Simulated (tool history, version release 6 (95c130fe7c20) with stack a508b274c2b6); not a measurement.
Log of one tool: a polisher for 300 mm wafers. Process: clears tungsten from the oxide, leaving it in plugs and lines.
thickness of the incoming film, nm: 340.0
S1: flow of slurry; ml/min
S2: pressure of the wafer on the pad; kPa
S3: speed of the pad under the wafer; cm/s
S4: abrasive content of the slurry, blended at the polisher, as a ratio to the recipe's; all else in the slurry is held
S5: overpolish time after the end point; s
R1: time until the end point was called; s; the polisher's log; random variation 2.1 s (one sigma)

run  hour   S1    S2  S3   S4  S5       R1
  1   0.0  205  18.6  90  1.0  12   94.006
  2   4.1  205  15.9  84  1.0  12  117.400
  3  10.7  205  15.9  84  1.2  12  108.930
  4  16.7  205  15.9  84  1.2  10  109.190
  5  20.7  205  13.8  84  1.2  10  126.800
  6  22.0  205  12.4  80  1.2  10  146.170
  7  30.6  205  11.0  78  1.2  10  164.440
  8  38.3  205  10.3  76  1.2  10  183.350
  9  43.5  205   9.7  76  1.2  10  194.490

Forecast run 10:
 10  45.6  205  9.7  76  1.2  10   ?

Run 10 gave R1 192.550 s.
